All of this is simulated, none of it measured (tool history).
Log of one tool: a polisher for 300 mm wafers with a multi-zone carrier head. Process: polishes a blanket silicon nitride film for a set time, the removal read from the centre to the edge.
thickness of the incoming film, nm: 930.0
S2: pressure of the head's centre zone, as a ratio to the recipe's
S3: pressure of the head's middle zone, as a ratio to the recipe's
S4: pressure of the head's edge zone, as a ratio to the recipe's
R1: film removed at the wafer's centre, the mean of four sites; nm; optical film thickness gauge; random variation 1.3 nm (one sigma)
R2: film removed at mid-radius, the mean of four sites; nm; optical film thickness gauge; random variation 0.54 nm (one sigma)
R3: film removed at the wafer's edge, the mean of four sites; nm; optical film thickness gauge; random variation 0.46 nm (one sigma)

run 1 hour=0 | flow_of_slurry_(ml/min)=175 S2=1 S3=1 S4=1 polishing_time_(s)=68 | R1=113.43 R2=108.19 R3=110.83
run 2 hour=6.1 | flow_of_slurry_(ml/min)=175 S2=1 S3=1 S4=1 polishing_time_(s)=79 | R1=127.88 R2=127.05 R3=129.9
run 3 hour=14.1 | flow_of_slurry_(ml/min)=170 S2=1 S3=0.99 S4=0.96 polishing_time_(s)=69 | R1=111.34 R2=109.38 R3=110.39
run 4 hour=20 | flow_of_slurry_(ml/min)=170 S2=1 S3=0.99 S4=0.91 polishing_time_(s)=69 | R1=111.47 R2=108.65 R3=107.4
run 5 hour=26.4 | flow_of_slurry_(ml/min)=170 S2=1 S3=0.92 S4=0.91 polishing_time_(s)=69 | R1=115.87 R2=102.55 R3=107.85
run 6 hour=27.7 | flow_of_slurry_(ml/min)=170 S2=1 S3=0.92 S4=0.91 polishing_time_(s)=79 | R1=128.62 R2=118.71 R3=123.42
run 7 hour=35.7 | flow_of_slurry_(ml/min)=165 S2=1.01 S3=0.93 S4=0.88 polishing_time_(s)=69 | R1=115.74 R2=103.19 R3=106.62
run 8 hour=38.7 | flow_of_slurry_(ml/min)=170 S2=1.02 S3=1.01 S4=0.81 polishing_time_(s)=50 | R1=83.763 R2=79.889 R3=73.498

The next listed run, before its measurement:
run 9 hour=43.3 | flow_of_slurry_(ml/min)=160 S2=1.03 S3=1 S4=0.81 polishing_time_(s)=50 | R1=? R2=? R3=?

R1: 82.422 nm
R2: 78.561 nm
R3: 74.169 nm
